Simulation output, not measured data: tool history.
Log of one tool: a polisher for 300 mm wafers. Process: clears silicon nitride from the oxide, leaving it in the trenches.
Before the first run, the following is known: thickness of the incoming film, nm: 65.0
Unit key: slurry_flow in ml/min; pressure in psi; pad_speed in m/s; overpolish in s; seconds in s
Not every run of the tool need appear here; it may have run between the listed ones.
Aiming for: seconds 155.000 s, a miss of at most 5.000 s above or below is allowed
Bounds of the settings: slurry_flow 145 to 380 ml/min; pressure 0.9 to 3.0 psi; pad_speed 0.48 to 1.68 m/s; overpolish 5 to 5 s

run    day  slurry_flow  pressure  pad_speed  overpolish  seconds
  1  0.000          245       1.9       1.08           5  102.210
  2  0.304          245       1.9       1.22           5   90.214
  3  0.408          300       1.9       1.22           5   87.824
  4  0.712          300       1.8       1.22           5   93.640
  5  1.029          300       1.7       1.22           5   95.714
  6  1.250          300       1.7       1.22           5   94.266
  7  1.621          300       1.6       1.20           5  101.160
  8  1.767          300       1.5       1.18           5  108.350
  9  2.025          300       1.4       1.16           5  113.190
 10  2.283          300       1.3       1.14           5  124.020
 11  2.479          290       1.1       1.12           5  139.540
 12  2.825          285       1.1       1.12           5  139.870
 13  3.008          280       1.1       1.12           5  138.930
 14  3.317          270       1.0       1.12           5  149.970
 15  3.642          260       1.0       1.12           5  152.070
 16  3.754          255       1.0       1.12           5  151.090

Which one of the following 4 next-run settings gets every result inside its allowed miss? There is exactly one.
  A  3.867          205       0.9       1.10           5        ?
  B  3.867          250       1.2       1.06           5        ?
  C  3.867          295       0.9       1.14           5        ?
  D  3.867          280       1.1       1.12           5        ?

move  seconds
   A  166.170
   B  141.760
   C  155.130
   D  140.570
A: carries the result that was furthest off beyond its target, to the other side
B: further off than the last run
C: meets every target
D: further off than the last run
C meets every target.
